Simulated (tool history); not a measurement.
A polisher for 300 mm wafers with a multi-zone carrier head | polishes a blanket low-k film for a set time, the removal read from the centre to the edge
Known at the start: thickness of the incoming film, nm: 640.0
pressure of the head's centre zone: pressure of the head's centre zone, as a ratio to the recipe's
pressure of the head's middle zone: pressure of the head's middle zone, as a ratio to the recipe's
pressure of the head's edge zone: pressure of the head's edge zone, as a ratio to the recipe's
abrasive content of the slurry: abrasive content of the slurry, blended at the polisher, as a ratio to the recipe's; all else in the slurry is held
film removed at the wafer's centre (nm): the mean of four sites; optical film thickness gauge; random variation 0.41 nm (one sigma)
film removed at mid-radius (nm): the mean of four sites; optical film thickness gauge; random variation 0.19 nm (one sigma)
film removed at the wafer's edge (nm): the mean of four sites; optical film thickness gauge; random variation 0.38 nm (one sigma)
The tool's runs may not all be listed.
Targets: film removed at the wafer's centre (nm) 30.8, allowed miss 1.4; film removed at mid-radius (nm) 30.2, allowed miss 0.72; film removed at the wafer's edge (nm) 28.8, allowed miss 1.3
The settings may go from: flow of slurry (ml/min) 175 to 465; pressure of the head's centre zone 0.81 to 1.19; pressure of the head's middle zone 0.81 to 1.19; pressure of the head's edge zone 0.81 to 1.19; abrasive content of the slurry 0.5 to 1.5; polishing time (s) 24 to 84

| run | day | flow of slurry (ml/min) | pressure of the head's centre zone | pressure of the head's middle zone | pressure of the head's edge zone | abrasive content of the slurry | polishing time (s) | film removed at the wafer's centre (nm) | film removed at mid-radius (nm) | film removed at the wafer's edge (nm) |
|---|---|---|---|---|---|---|---|---|---|---|
| 1 | 0 | 295 | 1 | 1 | 1 | 1 | 54 | 21.187 | 21.048 | 21.386 |
| 2 | 0.288 | 295 | 1 | 0.94 | 1 | 1 | 54 | 21.403 | 19.646 | 21.08 |
| 3 | 0.521 | 295 | 1 | 0.94 | 0.95 | 1 | 54 | 21.726 | 19.562 | 21.333 |
| 4 | 0.733 | 295 | 1 | 0.94 | 0.98 | 1 | 54 | 20.915 | 19.908 | 20.761 |
| 5 | 0.854 | 295 | 1 | 0.86 | 0.98 | 1 | 54 | 20.978 | 18.444 | 20.794 |
| 6 | 1.092 | 295 | 1.01 | 0.89 | 0.98 | 1.05 | 54 | 21.954 | 19.422 | 21.938 |
| 7 | 1.125 | 300 | 1.03 | 0.93 | 0.98 | 1.1 | 54 | 22.957 | 20.724 | 22.151 |
| 8 | 1.258 | 300 | 1.04 | 0.95 | 0.98 | 1.15 | 55 | 24.018 | 22.057 | 23.32 |
| 9 | 1.496 | 300 | 1.04 | 0.95 | 0.98 | 1.15 | 55 | 24.553 | 22.226 | 22.713 |
| 10 | 1.758 | 295 | 1.04 | 0.95 | 0.98 | 1.2 | 56 | 25.581 | 22.8 | 24.637 |
| 11 | 1.788 | 295 | 1.05 | 0.97 | 0.98 | 1.25 | 56 | 25.49 | 24.047 | 23.903 |
| 12 | 1.971 | 305 | 1.06 | 0.97 | 1 | 1.3 | 56 | 26.432 | 24.249 | 25.127 |
| 13 | 2.312 | 305 | 1.07 | 0.98 | 1.01 | 1.35 | 56 | 28.013 | 25.313 | 25.813 |
| 14 | 2.371 | 310 | 1.07 | 1 | 1.02 | 1.35 | 56 | 27.848 | 25.839 | 25.758 |
| 15 | 2.596 | 310 | 1.07 | 1 | 1.02 | 1.35 | 56 | 28.361 | 25.783 | 26.009 |
| 16 | 2.875 | 350 | 1.1 | 1.1 | 1.12 | 1.45 | 56 | 29.701 | 28.826 | 27.967 |

5 next moves are on the table. One of them brings every result within its allowed miss. Which?
| A | 3.154 | 310 | 1.09 | 1.1 | 1.06 | 1.5 | 58 | ? | ? | ? |
| B | 3.154 | 350 | 1.07 | 1.1 | 1.15 | 1.35 | 55 | ? | ? | ? |
| C | 3.154 | 275 | 1.13 | 1.13 | 1.04 | 1.45 | 54 | ? | ? | ? |
| D | 3.154 | 390 | 1.11 | 0.97 | 1.19 | 1.2 | 64 | ? | ? | ? |
| E | 3.154 | 335 | 1.14 | 1.03 | 1.13 | 1.45 | 58 | ? | ? | ? |

| move | film removed at the wafer's centre (nm) | film removed at mid-radius (nm) | film removed at the wafer's edge (nm) |
|---|---|---|---|
| A | 30.118 | 29.888 | 28.809 |
| B | 27.121 | 27.319 | 27.156 |
| C | 28.218 | 27.796 | 26.041 |
| D | 30.956 | 27.153 | 30.468 |
| E | 31.054 | 28.019 | 29.303 |
A: meets every target
B: further off than the last run
C: further off than the last run
D: further off than the last run
E: further off than the last run
Answer: A
